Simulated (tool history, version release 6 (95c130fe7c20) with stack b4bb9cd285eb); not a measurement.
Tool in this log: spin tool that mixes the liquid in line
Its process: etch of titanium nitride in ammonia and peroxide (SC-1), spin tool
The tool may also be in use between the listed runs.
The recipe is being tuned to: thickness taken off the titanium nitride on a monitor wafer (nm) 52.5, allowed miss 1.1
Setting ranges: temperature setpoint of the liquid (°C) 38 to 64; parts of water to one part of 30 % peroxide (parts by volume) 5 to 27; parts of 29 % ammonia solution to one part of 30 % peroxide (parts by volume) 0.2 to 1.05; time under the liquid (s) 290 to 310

| run | hour | temperature setpoint of the liquid (°C) | parts of water to one part of 30 % peroxide (parts by volume) | parts of 29 % ammonia solution to one part of 30 % peroxide (parts by volume) | time under the liquid (s) | thickness taken off the titanium nitride on a monitor wafer (nm) |
|---|---|---|---|---|---|---|
| 1 | 0 | 48 | 15 | 0.55 | 290 | 16.541 |
| 2 | 8.1 | 49.5 | 15 | 0.55 | 290 | 18.327 |
| 3 | 13.8 | 53 | 15 | 0.55 | 290 | 23.45 |
| 4 | 20.6 | 46.5 | 15 | 0.55 | 290 | 14.846 |
| 5 | 26.9 | 46.5 | 15 | 0.7 | 290 | 15.475 |
| 6 | 31.1 | 46.5 | 12.5 | 0.7 | 290 | 16.919 |
| 7 | 34.5 | 48 | 12.5 | 0.7 | 290 | 18.926 |
| 8 | 36 | 49.5 | 12.5 | 0.7 | 290 | 21.232 |
| 9 | 38.8 | 51 | 12.5 | 0.7 | 290 | 23.399 |
| 10 | 47.1 | 52 | 12.5 | 0.7 | 290 | 25.108 |
| 11 | 53.5 | 52 | 12.5 | 0.7 | 290 | 24.91 |
| 12 | 56.4 | 53 | 12.5 | 0.7 | 290 | 26.809 |
| 13 | 57.3 | 54 | 12.5 | 0.7 | 290 | 28.97 |
| 14 | 62.4 | 62 | 12.5 | 0.7 | 290 | 49.078 |
| 15 | 67.2 | 62 | 12.5 | 0.7 | 290 | 48.206 |
| 16 | 69 | 63.5 | 12.5 | 0.7 | 290 | 54.237 |

Pick the move, out of 5, that brings all results within their allowed miss; only one does.
| A | 70.8 | 62 | 11 | 0.5 | 300 | ? |
| B | 70.8 | 62.5 | 11 | 0.4 | 310 | ? |
| C | 70.8 | 60.5 | 10.5 | 0.8 | 290 | ? |
| D | 70.8 | 62 | 12 | 0.7 | 290 | ? |
| E | 70.8 | 62 | 10 | 0.75 | 290 | ? |

| move | thickness taken off the titanium nitride on a monitor wafer (nm) |
|---|---|
| A | 50.807 |
| B | 52.11 |
| C | 49.413 |
| D | 49.721 |
| E | 55.277 |
A: takes the result that was furthest off past its target
B: in spec on every target
C: takes the result that was furthest off past its target
D: takes the result that was furthest off past its target
E: its largest miss is bigger than the last run's
Correct choice: B, which meets every target
